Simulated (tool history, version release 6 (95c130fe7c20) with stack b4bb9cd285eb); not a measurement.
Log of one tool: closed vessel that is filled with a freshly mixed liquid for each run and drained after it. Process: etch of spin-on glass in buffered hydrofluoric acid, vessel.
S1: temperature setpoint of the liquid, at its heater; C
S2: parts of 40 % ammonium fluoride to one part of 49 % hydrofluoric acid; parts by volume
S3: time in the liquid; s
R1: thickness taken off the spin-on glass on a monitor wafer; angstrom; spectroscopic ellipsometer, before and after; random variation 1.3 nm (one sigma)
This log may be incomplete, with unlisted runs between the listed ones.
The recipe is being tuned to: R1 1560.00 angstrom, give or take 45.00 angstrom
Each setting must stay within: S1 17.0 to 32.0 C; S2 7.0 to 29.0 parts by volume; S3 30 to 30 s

{"run": 1, "hour": 0.0, "S1": 24.0, "S2": 18.0, "S3": 30, "R1": 642.68}
{"run": 2, "hour": 2.6, "S1": 26.5, "S2": 15.5, "S3": 30, "R1": 855.18}
{"run": 3, "hour": 11.7, "S1": 25.0, "S2": 15.5, "S3": 30, "R1": 793.91}
{"run": 4, "hour": 20.7, "S1": 22.5, "S2": 15.5, "S3": 30, "R1": 693.54}
{"run": 5, "hour": 23.8, "S1": 25.5, "S2": 14.0, "S3": 30, "R1": 899.32}
{"run": 6, "hour": 32.7, "S1": 27.5, "S2": 13.0, "S3": 30, "R1": 1059.1}
{"run": 7, "hour": 34.9, "S1": 29.0, "S2": 12.0, "S3": 30, "R1": 1257.9}
{"run": 8, "hour": 44.0, "S1": 30.0, "S2": 12.0, "S3": 30, "R1": 1336.3}
{"run": 9, "hour": 52.8, "S1": 30.5, "S2": 12.0, "S3": 30, "R1": 1368.5}
{"run": 10, "hour": 55.9, "S1": 30.5, "S2": 12.0, "S3": 30, "R1": 1373.5}
{"run": 11, "hour": 58.1, "S1": 31.0, "S2": 12.0, "S3": 30, "R1": 1413.4}
{"run": 12, "hour": 62.8, "S1": 31.0, "S2": 12.0, "S3": 30, "R1": 1401.7}
{"run": 13, "hour": 71.3, "S1": 31.5, "S2": 11.5, "S3": 30, "R1": 1505.2}

Next run, 4 choices. One meets every target within its allowed miss, the rest don't. Which?
{"run": "A", "hour": 79.8, "S1": 31.0, "S2": 10.0, "S3": 30, "R1": "?"}
{"run": "B", "hour": 79.8, "S1": 28.5, "S2": 9.0, "S3": 30, "R1": "?"}
{"run": "C", "hour": 79.8, "S1": 29.5, "S2": 9.0, "S3": 30, "R1": "?"}
{"run": "D", "hour": 79.8, "S1": 32.0, "S2": 10.5, "S3": 30, "R1": "?"}

move=A R1=1667.80
move=B R1=1562.60
move=C R1=1647.20
move=D R1=1675.40
A: carries the result that was furthest off beyond its target, to the other side
B: all results land within tolerance of their targets
C: carries the result that was furthest off beyond its target, to the other side
D: carries the result that was furthest off beyond its target, to the other side
Correct choice: B, which meets every target

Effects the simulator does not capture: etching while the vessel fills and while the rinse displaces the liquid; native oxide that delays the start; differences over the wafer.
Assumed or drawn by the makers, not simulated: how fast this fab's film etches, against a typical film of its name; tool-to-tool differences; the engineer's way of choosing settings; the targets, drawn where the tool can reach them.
